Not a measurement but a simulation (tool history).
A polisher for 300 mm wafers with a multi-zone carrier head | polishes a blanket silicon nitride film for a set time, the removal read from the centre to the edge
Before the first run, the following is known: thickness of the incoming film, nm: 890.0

run	hour	flow of slurry (ml/min)	pressure of the head's centre zone	pressure of the head's middle zone	pressure of the head's edge zone	polishing time (s)	film removed at the wafer's centre (Å)	film removed at mid-radius (Å)	film removed at the wafer's edge (Å)
1	0	280	1	1	1	63	1128.8	1171.9	1172.2
2	5.8	285	1.01	1.01	0.96	57	1037.3	1085.2	1065
3	11.9	285	1.03	1.03	0.93	52	957.29	1014.4	949.18
4	16.9	285	1.07	1.03	0.93	52	1032.7	999.82	932.69
5	23.5	285	1.1	1.03	0.93	52	1066.8	980.33	962.73
6	28.4	280	1.09	1.03	0.9	49	959.73	941.21	860.47
7	35	265	1.09	1.01	0.89	49	972.19	895.23	878.25
8	40.4	305	1.05	1.06	0.87	40	782.84	787.02	709.63
9	43.5	300	1.08	1.12	0.95	43	846.14	897.16	773.62
10	44.4	300	1.08	1.11	0.94	43	847.72	876.57	799.15

The next listed run, before its measurement:
11	46.1	290	1.11	1.13	0.93	40	?	?	?

film removed at the wafer's centre (Å): 793.08
film removed at mid-radius (Å): 841.27
film removed at the wafer's edge (Å): 724.31

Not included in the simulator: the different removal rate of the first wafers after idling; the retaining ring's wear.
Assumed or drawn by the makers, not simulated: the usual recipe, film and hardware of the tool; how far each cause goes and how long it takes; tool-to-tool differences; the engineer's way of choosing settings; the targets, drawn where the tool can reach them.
